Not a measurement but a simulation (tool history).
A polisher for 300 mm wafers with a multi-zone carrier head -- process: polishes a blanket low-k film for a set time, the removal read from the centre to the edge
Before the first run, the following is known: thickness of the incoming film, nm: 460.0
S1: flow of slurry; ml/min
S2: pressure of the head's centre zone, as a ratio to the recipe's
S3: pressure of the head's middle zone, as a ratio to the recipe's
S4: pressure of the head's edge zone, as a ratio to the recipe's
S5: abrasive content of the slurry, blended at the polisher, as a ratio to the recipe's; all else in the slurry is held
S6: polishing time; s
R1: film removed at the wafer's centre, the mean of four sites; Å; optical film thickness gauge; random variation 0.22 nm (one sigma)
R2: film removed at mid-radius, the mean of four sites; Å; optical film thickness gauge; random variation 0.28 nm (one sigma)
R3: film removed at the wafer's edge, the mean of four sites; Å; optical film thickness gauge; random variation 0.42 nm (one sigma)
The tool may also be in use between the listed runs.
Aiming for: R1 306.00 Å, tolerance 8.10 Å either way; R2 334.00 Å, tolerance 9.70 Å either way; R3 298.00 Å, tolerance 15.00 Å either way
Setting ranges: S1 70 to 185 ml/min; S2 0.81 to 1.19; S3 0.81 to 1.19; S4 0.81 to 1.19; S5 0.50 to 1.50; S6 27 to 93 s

Run 1, hour 0.0: S1 120 ml/min, S2 1.00, S3 1.00, S4 1.00, S5 1.00, S6 59 s. Result: R1 197.11 Å, R2 203.59 Å, R3 206.37 Å.
Run 2, hour 8.2: S1 130 ml/min, S2 1.02, S3 1.05, S4 1.03, S5 1.15, S6 59 s. Result: R1 218.96 Å, R2 227.19 Å, R3 223.41 Å.
Run 3, hour 16.4: S1 130 ml/min, S2 1.02, S3 1.05, S4 1.03, S5 0.95, S6 59 s. Result: R1 203.04 Å, R2 208.09 Å, R3 204.99 Å.
Run 4, hour 24.1: S1 105 ml/min, S2 1.02, S3 1.05, S4 1.03, S5 0.95, S6 59 s. Result: R1 187.42 Å, R2 196.47 Å, R3 199.12 Å.
Run 5, hour 26.2: S1 120 ml/min, S2 1.02, S3 1.08, S4 1.04, S5 1.10, S6 60 s. Result: R1 211.42 Å, R2 227.53 Å, R3 227.22 Å.
Run 6, hour 27.7: S1 120 ml/min, S2 1.02, S3 1.08, S4 1.01, S5 1.10, S6 60 s. Result: R1 216.00 Å, R2 223.97 Å, R3 214.63 Å.
Run 7, hour 33.2: S1 135 ml/min, S2 1.02, S3 1.11, S4 1.03, S5 1.20, S6 60 s. Result: R1 224.38 Å, R2 245.50 Å, R3 229.04 Å.
Run 8, hour 36.5: S1 145 ml/min, S2 1.04, S3 1.13, S4 1.05, S5 1.30, S6 61 s. Result: R1 244.82 Å, R2 270.47 Å, R3 247.27 Å.
Run 9, hour 45.2: S1 175 ml/min, S2 1.13, S3 1.18, S4 1.15, S5 1.50, S6 63 s. Result: R1 303.57 Å, R2 312.02 Å, R3 295.77 Å.
Run 10, hour 48.3: S1 175 ml/min, S2 1.12, S3 1.18, S4 1.13, S5 1.50, S6 63 s. Result: R1 298.19 Å, R2 309.36 Å, R3 288.06 Å.

Below are 4 possible settings for the next run. Only one of them brings all results inside the allowed miss of their targets. Which is it?
Run A, hour 51.4: S1 170 ml/min, S2 0.98, S3 1.16, S4 1.02, S5 1.50, S6 68 s. Result: R1 ?, R2 ?, R3 ?.
Run B, hour 51.4: S1 170 ml/min, S2 1.18, S3 1.15, S4 1.16, S5 1.45, S6 59 s. Result: R1 ?, R2 ?, R3 ?.
Run C, hour 51.4: S1 170 ml/min, S2 1.07, S3 1.16, S4 1.12, S5 1.50, S6 73 s. Result: R1 ?, R2 ?, R3 ?.
Run D, hour 51.4: S1 165 ml/min, S2 1.07, S3 1.18, S4 1.08, S5 1.20, S6 74 s. Result: R1 ?, R2 ?, R3 ?.

move      R1      R2      R3
   A  281.77  332.40  286.32
   B  291.34  282.59  262.01
   C  330.49  356.61  322.06
   D  307.40  336.82  294.59
A: puts the biggest miss on target and leaves a different result outside tolerance
B: the biggest miss grows against the last run
C: takes the biggest miss from the last run beyond its target
D: each result inside its tolerance
The right move is D.
